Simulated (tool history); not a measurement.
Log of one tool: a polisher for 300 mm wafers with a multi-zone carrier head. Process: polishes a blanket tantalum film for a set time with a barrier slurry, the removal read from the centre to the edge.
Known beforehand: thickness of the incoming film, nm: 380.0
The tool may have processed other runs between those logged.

run  hour  flow of slurry (ml/min)  pressure of the head's centre zone  pressure of the head's middle zone  pressure of the head's edge zone  abrasive content of the slurry  polishing time (s)  film removed at the wafer's centre (Å)  film removed at mid-radius (Å)  film removed at the wafer's edge (Å)
  1   0.0                      220                                1.00                                1.00                              1.00                            1.00                  82                                 1200.80                          1257.8                               1247.40
  2   7.3                      220                                1.00                                1.00                              1.00                            1.00                 102                                 1493.20                          1561.7                               1577.20
  3  12.0                      220                                1.05                                1.00                              1.00                            1.00                 102                                 1587.60                          1577.1                               1550.40
  4  17.5                      220                                1.05                                1.00                              1.00                            1.00                  82                                 1269.90                          1260.0                               1255.10
  5  18.3                      210                                1.01                                1.01                              0.97                            0.95                  82                                 1184.10                          1233.8                               1207.70
  6  24.3                      210                                1.01                                1.01                              0.97                            0.95                  65                                  933.72                           973.2                                953.02
  7  25.2                      225                                0.99                                1.04                              0.98                            0.95                  65                                  921.87                          1030.5                                962.03
  8  32.9                      285                                0.91                                1.09                              1.05                            0.95                  65                                  891.25                          1102.3                               1017.20
  9  34.1                      290                                0.91                                1.10                              1.05                            0.95                  65                                  906.81                          1113.0                               1032.90

Forecast run 10:
 10  40.9                      290                                0.91                                1.11                              1.05                            0.95                  65                                       ?                               ?                                     ?

Run 10 yielded film removed at the wafer's centre (Å) 906.37, film removed at mid-radius (Å) 1115.1, film removed at the wafer's edge (Å) 1039.20.
